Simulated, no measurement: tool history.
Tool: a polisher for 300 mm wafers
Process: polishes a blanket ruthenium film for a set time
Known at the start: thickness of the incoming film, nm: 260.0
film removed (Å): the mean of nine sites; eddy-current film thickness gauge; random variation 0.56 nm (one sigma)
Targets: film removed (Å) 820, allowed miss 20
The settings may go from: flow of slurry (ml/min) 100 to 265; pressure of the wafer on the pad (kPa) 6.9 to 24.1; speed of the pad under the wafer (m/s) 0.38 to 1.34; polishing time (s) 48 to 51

run,hour,flow of slurry (ml/min),pressure of the wafer on the pad (kPa),speed of the pad under the wafer (m/s),polishing time (s),film removed (Å)
1,0,170,15.2,0.86,48,522.3
2,1.4,180,17.2,0.86,48,581.53
3,5.1,180,17.2,0.7,48,479.57
4,10.7,180,19.3,0.74,48,554.61
5,13,185,20.7,0.78,48,621.32
6,17.4,185,22.8,0.78,48,677.75
7,21.8,190,23.4,0.8,48,708.25
8,29.7,190,23.4,0.82,48,724.08
9,33.4,190,23.4,0.84,48,745.16
10,41.4,190,23.4,0.86,48,767.22

Which of these 5 next moves meets every target?
A,49.4,190,23.4,0.84,49,?
B,49.4,190,23.4,0.84,50,?
C,49.4,195,22.8,0.92,49,?
D,49.4,180,23.4,0.84,49,?
E,49.4,195,23.4,0.92,50,?

move,film removed (Å)
A,758.64
B,774.12
C,810.57
D,752.35
E,848.83
A: further off than the last run
B: nearer than the last run, and not there yet
C: meets every target
D: further off than the last run
E: takes the result that was furthest off past its target
Answer: C

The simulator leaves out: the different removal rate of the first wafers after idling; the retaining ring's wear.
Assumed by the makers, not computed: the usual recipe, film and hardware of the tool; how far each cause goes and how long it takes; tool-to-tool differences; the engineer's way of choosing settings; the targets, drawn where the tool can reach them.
